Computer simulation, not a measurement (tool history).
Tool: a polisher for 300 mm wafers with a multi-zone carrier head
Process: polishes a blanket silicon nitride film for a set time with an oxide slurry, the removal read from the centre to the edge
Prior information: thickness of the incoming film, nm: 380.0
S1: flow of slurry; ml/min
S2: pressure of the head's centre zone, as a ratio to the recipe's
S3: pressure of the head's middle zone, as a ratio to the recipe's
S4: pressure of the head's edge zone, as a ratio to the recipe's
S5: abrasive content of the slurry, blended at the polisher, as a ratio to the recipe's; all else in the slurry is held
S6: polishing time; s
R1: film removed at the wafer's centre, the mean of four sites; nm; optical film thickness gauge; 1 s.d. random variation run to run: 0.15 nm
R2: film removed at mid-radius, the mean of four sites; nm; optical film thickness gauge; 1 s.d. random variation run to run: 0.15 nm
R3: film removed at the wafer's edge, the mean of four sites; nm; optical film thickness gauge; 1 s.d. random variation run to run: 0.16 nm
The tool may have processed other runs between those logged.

{"run": 1, "hour": 0.0, "S1": 195, "S2": 1, "S3": 1, "S4": 1, "S5": 1, "S6": 38, "R1": 21.667, "R2": 21.194, "R3": 22.371}
{"run": 2, "hour": 5.2, "S1": 185, "S2": 1, "S3": 0.97, "S4": 1, "S5": 1, "S6": 38, "R1": 21.5, "R2": 20.855, "R3": 22.295}
{"run": 3, "hour": 10.1, "S1": 185, "S2": 1, "S3": 0.97, "S4": 1, "S5": 1.1, "S6": 38, "R1": 22.456, "R2": 21.617, "R3": 23.34}
{"run": 4, "hour": 18.2, "S1": 180, "S2": 1, "S3": 0.94, "S4": 1, "S5": 1.05, "S6": 38, "R1": 21.708, "R2": 20.314, "R3": 22.814}
{"run": 5, "hour": 26.9, "S1": 175, "S2": 1, "S3": 0.92, "S4": 0.99, "S5": 1.05, "S6": 38, "R1": 21.656, "R2": 20.116, "R3": 22.714}
{"run": 6, "hour": 27.6, "S1": 175, "S2": 1, "S3": 0.98, "S4": 0.99, "S5": 1.05, "S6": 38, "R1": 21.901, "R2": 21.218, "R3": 22.767}
{"run": 7, "hour": 28.5, "S1": 170, "S2": 1, "S3": 0.95, "S4": 0.99, "S5": 1.05, "S6": 38, "R1": 21.585, "R2": 20.602, "R3": 22.462}

Forecast run 8:
{"run": 8, "hour": 34.8, "S1": 165, "S2": 1, "S3": 0.93, "S4": 0.99, "S5": 1.05, "S6": 38, "R1": "?", "R2": "?", "R3": "?"}

R1: 21.671 nm
R2: 20.329 nm
R3: 22.173 nm

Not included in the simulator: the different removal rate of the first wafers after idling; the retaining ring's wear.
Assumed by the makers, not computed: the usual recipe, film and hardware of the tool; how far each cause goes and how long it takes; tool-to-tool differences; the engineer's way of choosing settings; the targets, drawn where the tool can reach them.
